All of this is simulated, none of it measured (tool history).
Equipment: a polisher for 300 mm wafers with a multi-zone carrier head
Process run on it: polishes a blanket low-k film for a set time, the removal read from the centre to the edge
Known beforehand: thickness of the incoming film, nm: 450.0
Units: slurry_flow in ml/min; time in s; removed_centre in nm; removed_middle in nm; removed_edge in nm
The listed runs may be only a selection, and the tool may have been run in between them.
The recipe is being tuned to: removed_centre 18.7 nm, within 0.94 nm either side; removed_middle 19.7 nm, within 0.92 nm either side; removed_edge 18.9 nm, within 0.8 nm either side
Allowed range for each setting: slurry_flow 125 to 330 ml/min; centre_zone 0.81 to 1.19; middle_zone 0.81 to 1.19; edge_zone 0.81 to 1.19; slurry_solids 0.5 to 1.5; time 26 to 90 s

run,day,slurry_flow,centre_zone,middle_zone,edge_zone,slurry_solids,time,removed_centre,removed_middle,removed_edge
1,0,210,1,1,1,1,58,24.487,24.637,24.055
2,0.079,210,0.93,1,1,1,58,22.981,25.381,23.932
3,0.129,210,0.93,1,1,1,66,25.622,28.161,27.851
4,0.433,210,0.93,0.99,0.99,0.9,65,23.697,26.157,25.218
5,0.575,210,0.93,0.99,1.05,0.9,65,23.977,26.149,25.88
6,0.771,210,0.93,0.98,1.04,0.85,65,23.358,24.572,24.689
7,0.967,215,0.92,0.98,1.02,0.8,65,22.251,23.059,23.902
8,1.167,210,0.92,0.99,1,0.75,64,20.602,22.316,21.945

Of the 5 settings listed for the next run, only one would bring every result within its allowed miss of target. Which one?
A,1.367,225,1.1,0.96,0.93,0.65,65,?,?,?
B,1.367,170,0.86,1,0.97,0.75,58,?,?,?
C,1.367,210,0.98,1.01,1.01,0.75,55,?,?,?
D,1.367,230,0.81,0.91,1.06,0.6,75,?,?,?
E,1.367,260,0.9,0.83,1.05,0.7,62,?,?,?

move,removed_centre,removed_middle,removed_edge
A,21.807,20.049,18.834
B,16.838,20.039,18.686
C,18.651,19.86,18.492
D,17.808,20.525,21.215
E,18.988,18.48,20.479
A: gets the furthest-off result to its target, but another result is out of tolerance
B: gets the furthest-off result to its target, but another result is out of tolerance
C: every result within its allowed miss
D: better than the last run, though not everything is in spec
E: better than the last run, though not everything is in spec
Answer: C

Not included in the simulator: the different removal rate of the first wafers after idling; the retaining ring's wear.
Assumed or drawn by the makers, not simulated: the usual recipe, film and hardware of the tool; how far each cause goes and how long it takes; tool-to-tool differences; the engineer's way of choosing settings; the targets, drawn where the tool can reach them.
